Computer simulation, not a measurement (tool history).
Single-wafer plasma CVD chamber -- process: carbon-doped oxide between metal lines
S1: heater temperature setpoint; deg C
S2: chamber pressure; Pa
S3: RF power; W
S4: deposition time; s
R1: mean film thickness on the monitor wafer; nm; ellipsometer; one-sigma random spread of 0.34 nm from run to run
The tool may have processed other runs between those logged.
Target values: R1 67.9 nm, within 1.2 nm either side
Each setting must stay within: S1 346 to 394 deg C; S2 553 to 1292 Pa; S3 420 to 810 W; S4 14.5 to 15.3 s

run    day   S1   S2   S3    S4      R1
  1      0  370  923  615  15.3  87.318
  2  0.071  370  923  615  15.3   87.51
  3   0.35  370  923  615  15.3  87.669
  4  0.546  371  913  595  15.2  84.882
  5  0.908  371  913  595  15.3  85.199
  6  1.092  371  913  595  15.3  84.927
  7  1.117  371  913  595  15.3  84.886
  8  1.229  372  897  580  15.3  82.771
  9  1.262  373  872  570  15.3  80.181
 10  1.392  375  844  570  15.3  80.694
 11  1.625  376  827  560  15.3  79.255
 12  1.946  377  811  550  15.3  76.915
 13  2.246  389  627  485  15.2  63.135
 14  2.408  388  632  485  15.2  63.609
 15  2.621  387  637  485  15.2  63.741
 16  2.804  386  643  485  15.2   63.87
 17  2.971  385  651  485  15.2  63.969
 18  3.254  384  664  485  15.2  64.459
 19  3.446  383  676  485  15.2  65.121
 20  3.704  382  683  485  15.2  65.386
 21  3.746  381  689  485  15.2  65.456
 22  3.954  381  699  485  15.2  65.454

5 next moves are on the table. One of them brings every result within its allowed miss. Which?
  A  4.162  381  697  480  15.3   ?
  B  4.162  384  599  495  15.3   ?
  C  4.162  390  737  475  14.7   ?
  D  4.162  383  723  495  15.3   ?
  E  4.162  381  705  485  15.2   ?

move      R1
   A  65.261
   B  64.804
   C  61.605
   D  67.577
   E  65.721
A: lands further from the targets than the last run did
B: lands further from the targets than the last run did
C: lands further from the targets than the last run did
D: hits every target within its allowed miss
E: closer than the last run, but not yet in spec
The right move is D.
